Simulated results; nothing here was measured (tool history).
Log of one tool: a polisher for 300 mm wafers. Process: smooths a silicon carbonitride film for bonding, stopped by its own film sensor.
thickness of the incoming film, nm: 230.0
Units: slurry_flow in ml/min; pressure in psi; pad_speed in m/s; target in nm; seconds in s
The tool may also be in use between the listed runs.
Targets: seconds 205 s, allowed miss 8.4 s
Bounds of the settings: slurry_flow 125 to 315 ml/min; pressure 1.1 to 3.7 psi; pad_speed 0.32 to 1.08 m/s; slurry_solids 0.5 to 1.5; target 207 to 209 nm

run 1 hour=0 | slurry_flow=205 pressure=2.4 pad_speed=0.7 slurry_solids=1 target=207 | seconds=100.55
run 2 hour=2.7 | slurry_flow=205 pressure=2 pad_speed=0.66 slurry_solids=1 target=207 | seconds=124
run 3 hour=8 | slurry_flow=205 pressure=2 pad_speed=0.66 slurry_solids=0.9 target=207 | seconds=133.2
run 4 hour=9.2 | slurry_flow=205 pressure=2.3 pad_speed=0.66 slurry_solids=0.9 target=207 | seconds=113.08
run 5 hour=13.5 | slurry_flow=205 pressure=1.9 pad_speed=0.66 slurry_solids=0.9 target=207 | seconds=134.92
run 6 hour=20.9 | slurry_flow=205 pressure=1.6 pad_speed=0.64 slurry_solids=0.9 target=207 | seconds=162.06
run 7 hour=25.3 | slurry_flow=205 pressure=1.4 pad_speed=0.64 slurry_solids=0.9 target=207 | seconds=185.17
run 8 hour=33.1 | slurry_flow=205 pressure=1.3 pad_speed=0.64 slurry_solids=0.9 target=207 | seconds=195.38

4 next moves are on the table. One of them brings every result within its allowed miss. Which?
run A hour=40.9 | slurry_flow=165 pressure=1.2 pad_speed=0.52 slurry_solids=0.85 target=209 | seconds=?
run B hour=40.9 | slurry_flow=215 pressure=1.4 pad_speed=0.62 slurry_solids=0.8 target=208 | seconds=?
run C hour=40.9 | slurry_flow=230 pressure=1.1 pad_speed=0.62 slurry_solids=0.95 target=207 | seconds=?
run D hour=40.9 | slurry_flow=245 pressure=1.1 pad_speed=0.84 slurry_solids=0.75 target=207 | seconds=?

move=A seconds=239.72
move=B seconds=194.66
move=C seconds=226.71
move=D seconds=211.19
A: takes the result that was furthest off past its target
B: further off than the last run
C: takes the result that was furthest off past its target
D: meets every target
Answer: D
